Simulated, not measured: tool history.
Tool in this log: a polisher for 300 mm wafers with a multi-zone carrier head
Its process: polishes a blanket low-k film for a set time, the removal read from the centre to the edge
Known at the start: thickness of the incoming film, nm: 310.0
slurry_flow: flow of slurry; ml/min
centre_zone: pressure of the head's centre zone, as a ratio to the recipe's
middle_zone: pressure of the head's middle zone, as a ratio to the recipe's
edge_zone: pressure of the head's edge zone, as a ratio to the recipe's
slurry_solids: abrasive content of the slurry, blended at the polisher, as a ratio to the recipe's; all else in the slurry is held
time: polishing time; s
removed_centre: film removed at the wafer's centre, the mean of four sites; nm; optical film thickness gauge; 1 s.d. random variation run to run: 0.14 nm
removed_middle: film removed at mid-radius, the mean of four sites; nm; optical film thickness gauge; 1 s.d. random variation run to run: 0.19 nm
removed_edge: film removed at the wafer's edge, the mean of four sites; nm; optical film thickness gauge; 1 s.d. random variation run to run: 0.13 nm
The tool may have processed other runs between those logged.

{"run": 1, "hour": 0.0, "slurry_flow": 280, "centre_zone": 1.0, "middle_zone": 1.0, "edge_zone": 1.0, "slurry_solids": 1.0, "time": 72, "removed_centre": 18.368, "removed_middle": 18.91, "removed_edge": 17.701}
{"run": 2, "hour": 5.7, "slurry_flow": 280, "centre_zone": 1.0, "middle_zone": 0.92, "edge_zone": 1.0, "slurry_solids": 1.0, "time": 72, "removed_centre": 18.406, "removed_middle": 17.658, "removed_edge": 17.932}
{"run": 3, "hour": 6.5, "slurry_flow": 280, "centre_zone": 0.98, "middle_zone": 0.91, "edge_zone": 0.98, "slurry_solids": 0.9, "time": 71, "removed_centre": 16.831, "removed_middle": 17.222, "removed_edge": 16.855}
{"run": 4, "hour": 15.5, "slurry_flow": 275, "centre_zone": 0.98, "middle_zone": 0.89, "edge_zone": 0.98, "slurry_solids": 0.8, "time": 69, "removed_centre": 15.666, "removed_middle": 15.367, "removed_edge": 15.269}
{"run": 5, "hour": 21.7, "slurry_flow": 275, "centre_zone": 0.98, "middle_zone": 0.89, "edge_zone": 0.94, "slurry_solids": 0.8, "time": 69, "removed_centre": 15.832, "removed_middle": 14.621, "removed_edge": 15.023}
{"run": 6, "hour": 27.0, "slurry_flow": 275, "centre_zone": 0.98, "middle_zone": 0.94, "edge_zone": 0.94, "slurry_solids": 0.8, "time": 69, "removed_centre": 16.174, "removed_middle": 15.975, "removed_edge": 15.052}

Forecast run 7:
{"run": 7, "hour": 34.3, "slurry_flow": 265, "centre_zone": 0.88, "middle_zone": 0.87, "edge_zone": 0.86, "slurry_solids": 0.55, "time": 68, "removed_centre": "?", "removed_middle": "?", "removed_edge": "?"}

removed_centre: 12.521 nm
removed_middle: 12.612 nm
removed_edge: 12.328 nm
